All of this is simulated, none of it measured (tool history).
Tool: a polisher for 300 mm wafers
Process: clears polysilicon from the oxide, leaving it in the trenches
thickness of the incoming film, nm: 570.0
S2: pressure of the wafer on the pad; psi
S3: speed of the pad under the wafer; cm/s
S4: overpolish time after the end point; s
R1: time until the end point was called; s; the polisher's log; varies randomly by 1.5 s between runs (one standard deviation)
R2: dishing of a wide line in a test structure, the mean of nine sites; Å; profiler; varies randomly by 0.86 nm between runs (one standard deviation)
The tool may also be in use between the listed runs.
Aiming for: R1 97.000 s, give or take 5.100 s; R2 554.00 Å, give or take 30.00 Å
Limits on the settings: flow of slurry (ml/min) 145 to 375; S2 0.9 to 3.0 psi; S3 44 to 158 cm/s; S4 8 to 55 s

run 1 day=0.000 | flow_of_slurry_(ml/min)=240 S2=1.9 S3=100 S4=28 | R1=52.746 R2=641.37
run 2 day=0.183 | flow_of_slurry_(ml/min)=240 S2=1.6 S3=96 S4=22 | R1=64.684 R2=599.69
run 3 day=0.221 | flow_of_slurry_(ml/min)=240 S2=1.8 S3=96 S4=22 | R1=58.357 R2=608.39
run 4 day=0.550 | flow_of_slurry_(ml/min)=240 S2=1.8 S3=86 S4=22 | R1=63.187 R2=596.03
run 5 day=0.788 | flow_of_slurry_(ml/min)=240 S2=1.6 S3=84 S4=21 | R1=71.247 R2=578.64
run 6 day=1.050 | flow_of_slurry_(ml/min)=240 S2=1.6 S3=84 S4=14 | R1=70.671 R2=506.65
run 7 day=1.246 | flow_of_slurry_(ml/min)=240 S2=1.4 S3=84 S4=16 | R1=82.302 R2=512.92
run 8 day=1.617 | flow_of_slurry_(ml/min)=240 S2=1.3 S3=84 S4=19 | R1=86.305 R2=525.43

5 next moves are on the table. One of them brings every result within its allowed miss. Which?
run A day=1.988 | flow_of_slurry_(ml/min)=185 S2=1.6 S3=78 S4=18 | R1=? R2=?
run B day=1.988 | flow_of_slurry_(ml/min)=250 S2=1.4 S3=68 S4=24 | R1=? R2=?
run C day=1.988 | flow_of_slurry_(ml/min)=145 S2=1.0 S3=126 S4=20 | R1=? R2=?
run D day=1.988 | flow_of_slurry_(ml/min)=195 S2=1.3 S3=96 S4=20 | R1=? R2=?
run E day=1.988 | flow_of_slurry_(ml/min)=240 S2=1.5 S3=94 S4=21 | R1=? R2=?

move=A R1=76.416 R2=537.90
move=B R1=93.839 R2=551.81
move=C R1=82.585 R2=542.71
move=D R1=78.192 R2=551.82
move=E R1=67.858 R2=579.31
A: its largest miss is bigger than the last run's
B: hits every target within its allowed miss
C: its largest miss is bigger than the last run's
D: its largest miss is bigger than the last run's
E: its largest miss is bigger than the last run's
Go with B: it meets all targets.
